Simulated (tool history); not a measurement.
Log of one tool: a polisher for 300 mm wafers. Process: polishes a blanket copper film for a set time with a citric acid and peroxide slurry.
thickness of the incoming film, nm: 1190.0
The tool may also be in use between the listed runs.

run,hour,flow of slurry (ml/min),pressure of the wafer on the pad (psi),speed of the pad under the wafer (m/s),abrasive content of the slurry,polishing time (s),film removed (nm)
1,0.0,320,3.8,0.88,1.00,35,83.017
2,3.5,320,3.8,1.08,1.00,35,97.828
3,10.6,320,3.8,0.96,1.00,35,89.241
4,13.0,320,3.8,1.04,1.00,35,93.435
5,19.4,320,3.8,1.04,0.85,35,90.225
6,20.4,320,3.6,1.04,0.85,35,85.113
7,21.0,320,3.4,1.04,0.85,35,81.833
8,21.7,320,3.2,1.04,0.85,35,75.813
9,24.7,320,3.1,1.04,0.85,35,74.973

The next listed run, before its measurement:
10,31.3,320,3.0,1.04,0.85,35,?

Logged for run 10: film removed (nm) 72.146.
